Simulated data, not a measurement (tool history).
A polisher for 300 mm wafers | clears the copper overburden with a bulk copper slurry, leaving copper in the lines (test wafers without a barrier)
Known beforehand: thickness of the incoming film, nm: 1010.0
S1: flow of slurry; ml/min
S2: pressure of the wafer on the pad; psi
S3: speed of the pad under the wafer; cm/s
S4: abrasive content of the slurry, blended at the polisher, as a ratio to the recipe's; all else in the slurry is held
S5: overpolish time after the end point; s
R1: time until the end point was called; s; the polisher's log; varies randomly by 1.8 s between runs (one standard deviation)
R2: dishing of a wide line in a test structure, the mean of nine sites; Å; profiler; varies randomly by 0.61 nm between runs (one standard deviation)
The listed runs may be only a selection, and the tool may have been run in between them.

run 1 hour=0.0 | S1=160 S2=2.5 S3=104 S4=1.00 S5=22 | R1=116.910 R2=654.03
run 2 hour=4.5 | S1=160 S2=2.8 S3=104 S4=1.00 S5=22 | R1=104.940 R2=689.70
run 3 hour=7.0 | S1=160 S2=2.3 S3=104 S4=1.00 S5=22 | R1=123.310 R2=633.15
run 4 hour=12.8 | S1=160 S2=2.3 S3=120 S4=1.00 S5=22 | R1=109.530 R2=641.97
run 5 hour=20.8 | S1=170 S2=2.1 S3=130 S4=1.10 S5=19 | R1=105.480 R2=611.02
run 6 hour=26.0 | S1=170 S2=2.1 S3=108 S4=1.10 S5=19 | R1=125.240 R2=576.59
run 7 hour=28.8 | S1=180 S2=2.0 S3=118 S4=1.20 S5=16 | R1=122.100 R2=539.93
run 8 hour=31.0 | S1=190 S2=1.9 S3=126 S4=1.25 S5=14 | R1=117.820 R2=536.78
run 9 hour=37.5 | S1=170 S2=1.8 S3=134 S4=1.30 S5=12 | R1=115.740 R2=481.69
run 10 hour=41.2 | S1=165 S2=1.9 S3=136 S4=1.30 S5=11 | R1=116.070 R2=484.87
run 11 hour=45.3 | S1=210 S2=1.4 S3=162 S4=1.35 S5=7 | R1=118.640 R2=331.60
run 12 hour=47.8 | S1=205 S2=1.5 S3=160 S4=1.35 S5=7 | R1=112.390 R2=354.19
run 13 hour=56.3 | S1=200 S2=1.6 S3=158 S4=1.35 S5=7 | R1=106.710 R2=373.77
run 14 hour=60.9 | S1=200 S2=1.6 S3=158 S4=1.35 S5=7 | R1=107.330 R2=364.51
run 15 hour=64.8 | S1=195 S2=1.7 S3=156 S4=1.35 S5=7 | R1=103.990 R2=379.41
run 16 hour=66.6 | S1=190 S2=1.8 S3=154 S4=1.35 S5=7 | R1=101.640 R2=381.82

Forecast run 17:
run 17 hour=72.4 | S1=185 S2=1.9 S3=152 S4=1.35 S5=8 | R1=? R2=?

{"run 17": {"R1": 96.847, "R2": 428.77}}

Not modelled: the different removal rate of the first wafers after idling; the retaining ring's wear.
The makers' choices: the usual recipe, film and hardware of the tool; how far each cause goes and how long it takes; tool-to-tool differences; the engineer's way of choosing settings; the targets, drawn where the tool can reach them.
